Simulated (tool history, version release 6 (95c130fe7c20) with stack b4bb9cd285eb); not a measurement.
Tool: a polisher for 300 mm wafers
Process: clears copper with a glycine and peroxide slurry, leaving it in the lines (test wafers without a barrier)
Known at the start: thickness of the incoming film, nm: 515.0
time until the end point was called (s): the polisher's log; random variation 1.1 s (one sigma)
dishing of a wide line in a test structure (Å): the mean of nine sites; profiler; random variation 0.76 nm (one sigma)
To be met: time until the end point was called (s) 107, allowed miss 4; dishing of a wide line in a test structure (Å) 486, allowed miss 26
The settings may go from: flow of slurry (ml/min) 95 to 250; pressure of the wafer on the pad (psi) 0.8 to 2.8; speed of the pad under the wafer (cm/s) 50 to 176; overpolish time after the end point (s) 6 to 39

| run | hour | flow of slurry (ml/min) | pressure of the wafer on the pad (psi) | speed of the pad under the wafer (cm/s) | overpolish time after the end point (s) | time until the end point was called (s) | dishing of a wide line in a test structure (Å) |
|---|---|---|---|---|---|---|---|
| 1 | 0 | 160 | 1.8 | 112 | 20 | 105.09 | 671.7 |
| 2 | 3.5 | 160 | 1.6 | 112 | 20 | 113.09 | 606.3 |
| 3 | 5.8 | 180 | 1.6 | 112 | 20 | 110.14 | 635.22 |
| 4 | 14.3 | 180 | 1.6 | 114 | 18 | 108.84 | 581.8 |
| 5 | 17.7 | 180 | 1.6 | 114 | 12 | 109.42 | 412.24 |
| 6 | 26.2 | 150 | 1.6 | 114 | 12 | 110.25 | 401.49 |
| 7 | 32.2 | 155 | 1.6 | 114 | 13 | 109.55 | 438.98 |
| 8 | 40.2 | 155 | 1.6 | 114 | 13 | 112.17 | 441.31 |
| 9 | 47.5 | 155 | 1.6 | 114 | 13 | 110.86 | 442.87 |

4 next moves are on the table. One of them brings every result within its allowed miss. Which?
| A | 54.8 | 125 | 1.9 | 118 | 13 | ? | ? |
| B | 54.8 | 145 | 1.7 | 124 | 12 | ? | ? |
| C | 54.8 | 160 | 1.7 | 124 | 11 | ? | ? |
| D | 54.8 | 95 | 1.8 | 126 | 14 | ? | ? |

| move | time until the end point was called (s) | dishing of a wide line in a test structure (Å) |
|---|---|---|
| A | 102.24 | 487.83 |
| B | 103.54 | 448.37 |
| C | 101.66 | 422.59 |
| D | 108.92 | 490.48 |
A: brings the result that was furthest off to its target, and leaves another outside
B: nearer than the last run, and not there yet
C: further off than the last run
D: meets every target
The right move is D.
